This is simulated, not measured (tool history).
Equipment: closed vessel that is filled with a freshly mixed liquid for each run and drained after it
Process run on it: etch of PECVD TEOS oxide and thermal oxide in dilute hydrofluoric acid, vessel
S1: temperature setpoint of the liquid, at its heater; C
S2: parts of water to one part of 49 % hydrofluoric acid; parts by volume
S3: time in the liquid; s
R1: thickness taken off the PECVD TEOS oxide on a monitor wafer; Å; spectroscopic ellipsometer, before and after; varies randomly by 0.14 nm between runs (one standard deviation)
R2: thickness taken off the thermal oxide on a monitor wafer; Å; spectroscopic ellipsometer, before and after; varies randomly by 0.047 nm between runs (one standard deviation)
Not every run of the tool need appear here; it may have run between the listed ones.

Run 1, hour 0: S1 23 C, S2 70 parts by volume, S3 205 s. Result: R1 526.98 Å, R2 150.62 Å.
Run 2, hour 9.3: S1 23 C, S2 70 parts by volume, S3 290 s. Result: R1 753.17 Å, R2 213.2 Å.
Run 3, hour 16.2: S1 20 C, S2 70 parts by volume, S3 290 s. Result: R1 665.35 Å, R2 187.15 Å.
Run 4, hour 24.3: S1 20 C, S2 95 parts by volume, S3 290 s. Result: R1 474.11 Å, R2 135.72 Å.
Run 5, hour 30.3: S1 19.5 C, S2 100 parts by volume, S3 280 s. Result: R1 421.26 Å, R2 122.36 Å.
Run 6, hour 33.2: S1 19.5 C, S2 85 parts by volume, S3 280 s. Result: R1 504.49 Å, R2 143.71 Å.
Run 7, hour 41: S1 19.5 C, S2 85 parts by volume, S3 280 s. Result: R1 501.72 Å, R2 143.05 Å.
Run 8, hour 50.1: S1 19 C, S2 90 parts by volume, S3 275 s. Result: R1 455.36 Å, R2 130.36 Å.
Run 9, hour 56.7: S1 18.5 C, S2 95 parts by volume, S3 270 s. Result: R1 413.28 Å, R2 118.38 Å.
Run 10, hour 59.1: S1 18.5 C, S2 100 parts by volume, S3 265 s. Result: R1 386.61 Å, R2 110 Å.
Run 11, hour 60.9: S1 18.5 C, S2 100 parts by volume, S3 265 s. Result: R1 385.46 Å, R2 109.7 Å.
Run 12, hour 64.7: S1 18.5 C, S2 105 parts by volume, S3 255 s. Result: R1 352.88 Å, R2 100.13 Å.
Run 13, hour 71.3: S1 18.5 C, S2 110 parts by volume, S3 250 s. Result: R1 330.73 Å, R2 93.645 Å.
Run 14, hour 72.3: S1 18.5 C, S2 110 parts by volume, S3 245 s. Result: R1 322.03 Å, R2 91.813 Å.

Expected results for the next run?
Run 15, hour 77.8: S1 18.5 C, S2 110 parts by volume, S3 240 s. Result: R1 ?, R2 ?.

Run 15 measured R1 311.42 Å, R2 88.882 Å.
